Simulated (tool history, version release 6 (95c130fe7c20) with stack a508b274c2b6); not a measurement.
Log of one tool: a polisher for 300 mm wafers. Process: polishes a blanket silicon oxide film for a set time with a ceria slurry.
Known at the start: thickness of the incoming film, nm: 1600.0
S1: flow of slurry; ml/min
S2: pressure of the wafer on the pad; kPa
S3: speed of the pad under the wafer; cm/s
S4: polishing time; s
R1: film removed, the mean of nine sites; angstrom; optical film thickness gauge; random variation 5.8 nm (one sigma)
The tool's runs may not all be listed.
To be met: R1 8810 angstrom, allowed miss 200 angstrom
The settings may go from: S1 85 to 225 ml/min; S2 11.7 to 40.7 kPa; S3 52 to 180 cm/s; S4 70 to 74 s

run	hour	S1	S2	S3	S4	R1
1	0	145	26.2	116	70	4883.9
2	0.8	165	26.2	116	70	4961.4
3	6	165	26.2	116	70	4999.7
4	10.6	170	27.6	116	70	5259.5
5	15.7	170	29	116	70	5510.2
6	21.2	170	29	116	70	5553.5
7	25	175	30.3	116	70	5821.4
8	30.7	175	31.7	116	70	6125.2
9	35.2	175	33.1	116	70	6355.4
10	40.1	180	33.8	116	70	6428.2
11	41.2	180	34.5	118	70	6691.5
12	42.7	180	35.2	118	70	6832.6
13	49.3	185	35.9	118	70	6981.3
14	52.4	200	40.7	124	70	8433.3

4 next moves are on the table. One of them brings every result within its allowed miss. Which?
A	55.5	185	40.7	124	70	?
B	55.5	225	40.7	120	74	?
C	55.5	185	39.3	124	71	?
D	55.5	225	40.7	112	74	?

move	R1
A	8303.7
B	8713.1
C	8142.4
D	8149.1
A: further off than the last run
B: meets every target
C: further off than the last run
D: further off than the last run
Move B is the one to make.
